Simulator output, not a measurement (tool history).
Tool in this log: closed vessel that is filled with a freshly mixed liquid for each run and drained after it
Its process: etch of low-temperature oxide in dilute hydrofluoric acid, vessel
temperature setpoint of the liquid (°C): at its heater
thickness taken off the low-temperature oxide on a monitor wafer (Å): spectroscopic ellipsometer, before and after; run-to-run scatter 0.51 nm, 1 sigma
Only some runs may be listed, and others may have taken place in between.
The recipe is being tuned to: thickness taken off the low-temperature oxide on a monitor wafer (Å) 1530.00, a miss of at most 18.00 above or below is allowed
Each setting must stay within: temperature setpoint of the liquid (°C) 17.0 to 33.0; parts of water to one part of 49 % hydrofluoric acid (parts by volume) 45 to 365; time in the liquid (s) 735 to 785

run,day,temperature setpoint of the liquid (°C),parts of water to one part of 49 % hydrofluoric acid (parts by volume),time in the liquid (s),thickness taken off the low-temperature oxide on a monitor wafer (Å)
1,0.000,25.0,205,735,521.71
2,0.208,25.0,205,735,526.08
3,0.304,26.5,175,735,671.73
4,0.554,26.5,175,735,672.38
5,0.671,23.0,175,735,589.05
6,0.854,23.0,105,735,1068.40
7,1.025,27.0,105,735,1241.30
8,1.175,31.0,105,735,1445.10
9,1.400,31.5,105,735,1471.80
10,1.658,32.0,105,735,1505.80

Next run, 4 choices. One meets every target within its allowed miss, the rest don't. Which?
A,1.917,31.0,110,785,?
B,1.917,29.5,100,760,?
C,1.917,32.5,105,735,?
D,1.917,31.5,105,735,?

move,thickness taken off the low-temperature oxide on a monitor wafer (Å)
A,1455.80
B,1487.00
C,1519.70
D,1465.00
A: lands further from the targets than the last run did
B: lands further from the targets than the last run did
C: hits every target within its allowed miss
D: lands further from the targets than the last run did
C meets every target.
